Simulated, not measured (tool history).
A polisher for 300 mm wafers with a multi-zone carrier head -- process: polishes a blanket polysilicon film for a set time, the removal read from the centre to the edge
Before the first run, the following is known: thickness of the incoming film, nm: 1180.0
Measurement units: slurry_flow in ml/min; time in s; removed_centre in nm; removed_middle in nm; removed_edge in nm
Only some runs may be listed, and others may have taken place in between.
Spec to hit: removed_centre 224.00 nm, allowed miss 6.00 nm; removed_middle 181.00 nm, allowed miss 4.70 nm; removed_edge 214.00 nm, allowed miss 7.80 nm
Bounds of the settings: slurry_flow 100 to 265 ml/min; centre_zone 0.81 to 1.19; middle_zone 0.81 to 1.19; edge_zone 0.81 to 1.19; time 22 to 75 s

| run | day | slurry_flow | centre_zone | middle_zone | edge_zone | time | removed_centre | removed_middle | removed_edge |
|---|---|---|---|---|---|---|---|---|---|
| 1 | 0.000 | 170 | 1.00 | 1.00 | 1.00 | 48 | 345.45 | 349.24 | 347.31 |
| 2 | 0.029 | 170 | 1.00 | 1.06 | 1.00 | 48 | 348.13 | 362.61 | 350.43 |
| 3 | 0.108 | 170 | 1.00 | 1.11 | 1.00 | 48 | 344.60 | 381.73 | 344.00 |
| 4 | 0.229 | 170 | 1.00 | 1.11 | 0.92 | 48 | 343.07 | 382.54 | 334.48 |
| 5 | 0.425 | 200 | 1.00 | 1.11 | 0.92 | 48 | 353.27 | 395.53 | 345.41 |
| 6 | 0.475 | 180 | 1.01 | 1.04 | 0.93 | 43 | 312.42 | 328.23 | 300.28 |
| 7 | 0.500 | 165 | 1.02 | 0.99 | 0.97 | 39 | 281.70 | 280.32 | 275.64 |
| 8 | 0.692 | 150 | 1.03 | 0.95 | 0.98 | 37 | 270.39 | 253.78 | 264.89 |
| 9 | 0.992 | 140 | 1.04 | 0.92 | 0.97 | 35 | 249.63 | 230.60 | 245.39 |
|  | 1.075 | slurry nozzle cleaned |
| 10 | 1.075 | 130 | 1.05 | 0.89 | 0.97 | 34 | 257.29 | 224.93 | 240.98 |

Which one of the following 4 next-run settings gets every result inside its allowed miss? There is exactly one.
| A | 1.158 | 100 | 1.05 | 0.81 | 0.93 | 31 | ? | ? | ? |
| B | 1.158 | 100 | 1.11 | 1.14 | 0.81 | 32 | ? | ? | ? |
| C | 1.158 | 125 | 0.84 | 1.01 | 0.98 | 35 | ? | ? | ? |
| D | 1.158 | 140 | 1.04 | 0.98 | 0.87 | 39 | ? | ? | ? |

| move | removed_centre | removed_middle | removed_edge |
|---|---|---|---|
| A | 224.19 | 182.18 | 215.00 |
| B | 245.31 | 250.41 | 211.08 |
| C | 210.27 | 255.72 | 252.48 |
| D | 295.88 | 282.02 | 273.28 |
A: all results in spec
B: further off than the last run
C: further off than the last run
D: further off than the last run
Move A is the one to make.

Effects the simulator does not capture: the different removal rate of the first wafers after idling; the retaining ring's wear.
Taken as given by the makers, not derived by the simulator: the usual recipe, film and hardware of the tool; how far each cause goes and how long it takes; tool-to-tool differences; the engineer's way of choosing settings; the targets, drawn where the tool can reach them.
